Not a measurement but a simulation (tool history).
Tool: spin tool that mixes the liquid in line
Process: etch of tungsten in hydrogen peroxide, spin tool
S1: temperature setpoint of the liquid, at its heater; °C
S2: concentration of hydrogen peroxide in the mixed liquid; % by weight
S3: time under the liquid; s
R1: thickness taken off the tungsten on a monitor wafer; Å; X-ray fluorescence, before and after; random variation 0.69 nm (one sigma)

run 1 day=0.000 | S1=55.0 S2=15.5 S3=50 | R1=712.16
run 2 day=0.300 | S1=55.0 S2=15.5 S3=50 | R1=710.83
run 3 day=0.500 | S1=56.5 S2=15.5 S3=50 | R1=782.25
run 4 day=0.625 | S1=50.5 S2=15.5 S3=50 | R1=538.51
run 5 day=0.758 | S1=53.0 S2=15.5 S3=50 | R1=628.00
run 6 day=1.129 | S1=55.0 S2=15.5 S3=50 | R1=708.20

The next listed run, before its measurement:
run 7 day=1.429 | S1=56.5 S2=15.5 S3=50 | R1=?

R1: 782.43 Å

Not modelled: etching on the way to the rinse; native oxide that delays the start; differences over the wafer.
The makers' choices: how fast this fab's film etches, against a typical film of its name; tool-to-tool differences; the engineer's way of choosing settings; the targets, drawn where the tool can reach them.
